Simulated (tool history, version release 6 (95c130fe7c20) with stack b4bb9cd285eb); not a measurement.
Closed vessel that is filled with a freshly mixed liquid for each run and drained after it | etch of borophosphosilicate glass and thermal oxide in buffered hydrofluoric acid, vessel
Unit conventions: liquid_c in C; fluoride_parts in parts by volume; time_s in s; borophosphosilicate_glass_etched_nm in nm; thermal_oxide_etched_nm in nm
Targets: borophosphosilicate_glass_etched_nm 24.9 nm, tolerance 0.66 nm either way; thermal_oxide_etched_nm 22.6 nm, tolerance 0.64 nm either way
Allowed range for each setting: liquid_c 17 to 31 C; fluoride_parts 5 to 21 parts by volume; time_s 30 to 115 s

run	day	liquid_c	fluoride_parts	time_s	borophosphosilicate_glass_etched_nm	thermal_oxide_etched_nm
1	0	23	13	60	59.078	54.065
2	0.333	22	14	60	51.934	47.614
3	0.5	21.5	15	60	47.187	44.263
4	0.742	21.5	15	45	35.291	32.694
5	0.954	21	15	45	35.042	31.611
6	1.333	21	18.5	45	28.13	25.529
7	1.579	21	18.5	45	28.196	25.819
8	1.846	18	18.5	45	24.057	21.606
# day 2.058: hydrofluoric acid flow meter replaced
9	2.058	18.5	18.5	45	25.661	23.793

5 candidate next runs follow, results not yet known. Just one meets every target within its allowed miss. Identify it.
A	2.271	21.5	20.5	40	?	?
B	2.271	18	15.5	35	?	?
C	2.271	23.5	18	30	?	?
D	2.271	21	18.5	35	?	?
E	2.271	17.5	17	45	?	?

move	borophosphosilicate_glass_etched_nm	thermal_oxide_etched_nm
A	24.985	22.647
B	23.567	21.291
C	23.603	21.41
D	23.372	21.172
E	26.885	24.29
A: each result inside its tolerance
B: takes the result that was furthest off past its target
C: takes the result that was furthest off past its target
D: takes the result that was furthest off past its target
E: lands further from the targets than the last run did
Answer: A

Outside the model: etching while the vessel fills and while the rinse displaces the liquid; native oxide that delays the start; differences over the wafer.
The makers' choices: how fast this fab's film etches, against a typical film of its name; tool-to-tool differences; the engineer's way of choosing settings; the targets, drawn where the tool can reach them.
